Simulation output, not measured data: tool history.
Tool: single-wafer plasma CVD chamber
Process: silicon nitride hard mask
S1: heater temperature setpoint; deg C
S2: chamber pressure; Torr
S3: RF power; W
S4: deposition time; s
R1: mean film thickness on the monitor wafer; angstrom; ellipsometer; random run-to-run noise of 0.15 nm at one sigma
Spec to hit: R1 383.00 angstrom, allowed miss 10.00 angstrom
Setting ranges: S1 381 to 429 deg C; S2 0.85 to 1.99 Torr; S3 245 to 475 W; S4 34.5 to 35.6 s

| run | hour | S1 | S2 | S3 | S4 | R1 |
|---|---|---|---|---|---|---|
| 1 | 0.0 | 405 | 1.42 | 360 | 34.5 | 452.82 |
| 2 | 1.5 | 405 | 1.36 | 355 | 34.5 | 440.80 |
| 3 | 3.1 | 405 | 1.31 | 350 | 34.5 | 432.30 |
| 4 | 6.8 | 405 | 1.26 | 345 | 34.5 | 423.17 |
| 5 | 11.2 | 405 | 1.22 | 340 | 34.5 | 413.25 |
| 6 | 14.4 | 405 | 1.22 | 340 | 35.6 | 430.01 |
| 7 | 16.7 | 405 | 1.18 | 335 | 35.6 | 421.64 |
| 8 | 18.0 | 405 | 1.15 | 330 | 35.6 | 413.30 |
| 9 | 19.7 | 405 | 1.12 | 330 | 35.6 | 408.18 |
| 10 | 25.9 | 405 | 1.10 | 330 | 35.6 | 408.77 |
| 11 | 26.5 | 405 | 1.07 | 330 | 35.6 | 401.20 |
| 12 | 27.2 | 405 | 1.05 | 330 | 35.6 | 399.57 |
| 13 | 30.3 | 405 | 1.03 | 330 | 35.6 | 397.17 |
| 14 | 37.8 | 405 | 1.02 | 330 | 35.6 | 395.79 |
| 15 | 42.3 | 405 | 1.01 | 330 | 35.6 | 395.31 |

Which one of the following 5 next-run settings gets every result inside its allowed miss? There is exactly one.
| A | 46.8 | 404 | 1.06 | 330 | 35.6 | ? |
| B | 46.8 | 407 | 1.09 | 315 | 34.5 | ? |
| C | 46.8 | 413 | 1.19 | 275 | 34.5 | ? |
| D | 46.8 | 404 | 0.95 | 310 | 34.5 | ? |
| E | 46.8 | 413 | 1.00 | 365 | 34.8 | ? |

| move | R1 |
|---|---|
| A | 402.36 |
| B | 382.71 |
| C | 362.82 |
| D | 361.00 |
| E | 406.78 |
A: the biggest miss grows against the last run
B: meets every target
C: carries the result that was furthest off beyond its target, to the other side
D: carries the result that was furthest off beyond its target, to the other side
E: the biggest miss grows against the last run
Go with B: it meets all targets.

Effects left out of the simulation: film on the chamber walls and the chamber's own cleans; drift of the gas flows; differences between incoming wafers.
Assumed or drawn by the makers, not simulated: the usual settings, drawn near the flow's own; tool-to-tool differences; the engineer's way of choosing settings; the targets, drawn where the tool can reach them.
